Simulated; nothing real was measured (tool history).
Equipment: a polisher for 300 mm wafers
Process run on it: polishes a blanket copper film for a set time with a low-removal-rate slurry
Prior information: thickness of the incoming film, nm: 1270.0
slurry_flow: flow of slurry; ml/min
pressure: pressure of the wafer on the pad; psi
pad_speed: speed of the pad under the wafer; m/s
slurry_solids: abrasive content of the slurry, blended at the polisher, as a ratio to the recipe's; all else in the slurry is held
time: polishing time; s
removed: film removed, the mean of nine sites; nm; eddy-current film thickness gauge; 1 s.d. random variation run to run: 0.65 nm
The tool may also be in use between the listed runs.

run  hour  slurry_flow  pressure  pad_speed  slurry_solids  time  removed
  1   0.0          175       1.9       0.88            1.0    35   57.291
  2   1.8          135       1.9       0.88            1.0    35   55.841
  3   9.5          135       1.9       0.88            0.9    35   55.067
  4  16.6          155       1.9       0.88            0.9    35   55.534
  5  18.6          155       2.4       0.88            0.9    35   69.254
  6  22.3          155       2.2       0.86            0.9    35   62.556
  7  30.4          155       2.0       0.86            0.9    35   57.477

Run 8 is up next; what results do you expect?
  8  37.1          155       1.9       0.86            0.9    35        ?

removed: 55.360 nm
